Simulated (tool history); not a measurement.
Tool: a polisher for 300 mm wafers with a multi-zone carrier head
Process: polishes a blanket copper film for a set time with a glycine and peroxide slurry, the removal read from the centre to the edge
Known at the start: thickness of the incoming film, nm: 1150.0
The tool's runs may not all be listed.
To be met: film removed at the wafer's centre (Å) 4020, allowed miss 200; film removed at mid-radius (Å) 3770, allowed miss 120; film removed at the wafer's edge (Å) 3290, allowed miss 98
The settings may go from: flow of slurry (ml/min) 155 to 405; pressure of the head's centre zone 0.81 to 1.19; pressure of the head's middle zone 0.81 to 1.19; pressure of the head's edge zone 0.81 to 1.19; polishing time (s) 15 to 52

run    day  flow of slurry (ml/min)  pressure of the head's centre zone  pressure of the head's middle zone  pressure of the head's edge zone  polishing time (s)  film removed at the wafer's centre (Å)  film removed at mid-radius (Å)  film removed at the wafer's edge (Å)
  1      0                      260                                   1                                   1                                 1                  33                                  3112.1                          3060.7                                3158.6
  2  0.167                      260                                   1                                   1                              1.07                  33                                  3090.2                          3066.9                                3207.3
  3  0.317                      260                                   1                                   1                              1.07                  38                                  3445.2                          3519.7                                3754.3
  4  0.446                      260                                   1                                   1                              1.04                  38                                  3531.2                          3531.6                                3711.5
  5  0.488                      315                                   1                                   1                              1.04                  38                                  3575.7                          3528.2                                3804.8
  6  0.571                      315                                   1                                1.03                              1.04                  38                                    3551                          3668.7                                3719.6
     0.738  -- edge zone pressure recalibrated
  7  0.738                      315                                1.03                                1.05                              1.02                  38                                  3665.8                          3713.7                                3604.3
  8  1.046                      315                                1.05                                1.06                              1.01                  38                                  3791.9                          3743.8                                3548.8
  9  1.267                      315                                1.06                                1.07                                 1                  38                                  3834.4                          3711.9                                3522.4
 10  1.329                      315                                1.07                                1.08                              0.99                  38                                  3714.5                          3785.5                                3501.8

5 next moves are on the table. One of them brings every result within its allowed miss. Which?
  A  1.392                      295                                1.15                                 1.1                              0.93                  37                                       ?                               ?                                     ?
  B  1.392                      360                                 1.1                                1.02                              1.01                  38                                       ?                               ?                                     ?
  C  1.392                      335                                1.04                                1.04                              1.06                  39                                       ?                               ?                                     ?
  D  1.392                      335                                1.12                                1.08                              1.04                  37                                       ?                               ?                                     ?
  E  1.392                      305                                1.02                                1.03                              0.89                  38                                       ?                               ?                                     ?

move  film removed at the wafer's centre (Å)  film removed at mid-radius (Å)  film removed at the wafer's edge (Å)
   A                                  4000.4                            3667                                3322.2
   B                                  4017.6                          3610.6                                3594.8
   C                                  3880.4                          3741.2                                3752.4
   D                                    3954                          3658.5                                  3527
   E                                  3673.8                          3585.1                                3360.4
A: meets every target
B: further off than the last run
C: further off than the last run
D: further off than the last run
E: brings the result that was furthest off to its target, and leaves another outside
Move A is the one to make.
